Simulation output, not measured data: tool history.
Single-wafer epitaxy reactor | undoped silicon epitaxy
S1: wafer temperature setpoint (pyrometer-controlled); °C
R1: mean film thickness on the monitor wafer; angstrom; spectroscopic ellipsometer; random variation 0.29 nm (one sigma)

Run 1, hour 0.0: S1 645 °C, deposition time (s) 288. Result: R1 405.74 angstrom.
Run 2, hour 2.2: S1 645 °C, deposition time (s) 273. Result: R1 385.98 angstrom.
Run 3, hour 9.2: S1 645 °C, deposition time (s) 244. Result: R1 344.74 angstrom.
Run 4, hour 15.3: S1 655 °C, deposition time (s) 244. Result: R1 416.02 angstrom.
Run 5, hour 23.9: S1 657 °C, deposition time (s) 254. Result: R1 453.71 angstrom.
Run 6, hour 26.2: S1 657 °C, deposition time (s) 228. Result: R1 406.69 angstrom.

Forecast run 7:
Run 7, hour 30.2: S1 659 °C, deposition time (s) 239. Result: R1 ?.

R1: 443.22 angstrom
